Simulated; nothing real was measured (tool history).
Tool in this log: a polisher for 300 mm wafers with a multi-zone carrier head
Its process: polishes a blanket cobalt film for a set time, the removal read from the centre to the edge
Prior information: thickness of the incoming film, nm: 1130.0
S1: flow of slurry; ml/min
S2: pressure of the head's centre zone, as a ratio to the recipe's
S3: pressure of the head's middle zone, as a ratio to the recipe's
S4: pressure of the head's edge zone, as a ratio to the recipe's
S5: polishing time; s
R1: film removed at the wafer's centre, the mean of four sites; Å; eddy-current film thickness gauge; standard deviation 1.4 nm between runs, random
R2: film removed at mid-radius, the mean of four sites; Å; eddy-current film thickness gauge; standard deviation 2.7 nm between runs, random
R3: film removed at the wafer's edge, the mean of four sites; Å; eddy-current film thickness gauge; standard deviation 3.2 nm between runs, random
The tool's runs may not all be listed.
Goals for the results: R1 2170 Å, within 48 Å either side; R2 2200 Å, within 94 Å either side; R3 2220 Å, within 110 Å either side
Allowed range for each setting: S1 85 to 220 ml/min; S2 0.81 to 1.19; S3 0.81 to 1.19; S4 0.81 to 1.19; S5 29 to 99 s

run  hour   S1    S2    S3    S4  S5      R1      R2      R3
  1     0  140     1     1     1  64  3986.5  3496.2  3609.6
  2   3.3  140  1.07     1     1  64  4255.5  3558.3  3689.7
  3   7.7  135  1.03     1  0.99  61  3867.2  3315.6  3424.2
  4  13.4  130     1     1  0.98  58  3570.5    3146  3236.6
     16.6  -- centre zone pressure recalibrated
  5  16.6  130     1     1  0.91  58  3196.4  3207.5  3179.9
  6  24.1  130  1.01  0.99   0.9  55  3045.7  2935.5    2912
  7  30.2  135     1  0.98  0.89  53  2946.7  2922.3    2876
  8  35.1  135     1  0.97  0.88  51  2839.2  2727.4  2710.6
  9  39.2  135  0.99  0.96  0.87  50  2750.2  2667.1  2740.6
 10  46.2  105  0.98  0.99  0.84  36  1836.6  1852.3  1827.3
 11  50.1  115  0.98  0.99  0.84  36  1881.8  1909.1  1847.2
 12  53.7  120  0.97  0.98  0.84  36  1870.2  1903.2  1843.8
 13  54.8  125  0.96  0.97  0.84  37  1921.2  1979.8  1945.6
 14  55.6  130  0.96  0.96  0.84  37  1960.1  1952.8    1924
 15    58  130  0.96  0.96  0.84  38  2013.3  1998.6  1965.7
 16  60.9  130  0.96  0.96  0.84  39  2066.3  2046.6  2047.8
 17  63.5  130  0.95  0.96  0.84  39  2050.2  2057.3  2052.2
 18  66.2  130  0.95  0.96  0.84  39  2027.3  2048.7  2101.6
 19  68.7  135  0.95  0.96  0.84  39  2047.8  2069.3  2066.3
 20  70.8  140  0.95  0.96  0.84  39  2074.2  2047.5  2037.2
 21  73.4  140  0.95  0.96  0.84  40  2143.7  2137.6  2124.7

Below are 4 possible settings for the next run. Only one of them brings all results inside the allowed miss of their targets. Which is it?
  A    76  130  0.95  0.95  0.82  40   ?   ?   ?
  B    76  210  0.96  0.94  0.89  36   ?   ?   ?
  C    76  150  0.93  0.95  0.88  41   ?   ?   ?
  D    76  170  1.01  1.02  0.84  37   ?   ?   ?

move      R1      R2      R3
   A  2092.6  2084.2  2036.8
   B  2083.3    2015  2016.3
   C  2165.9  2196.2  2197.4
   D  2177.2  2149.3  1970.7
A: its largest miss is bigger than the last run's
B: its largest miss is bigger than the last run's
C: hits every target within its allowed miss
D: its largest miss is bigger than the last run's
Answer: C
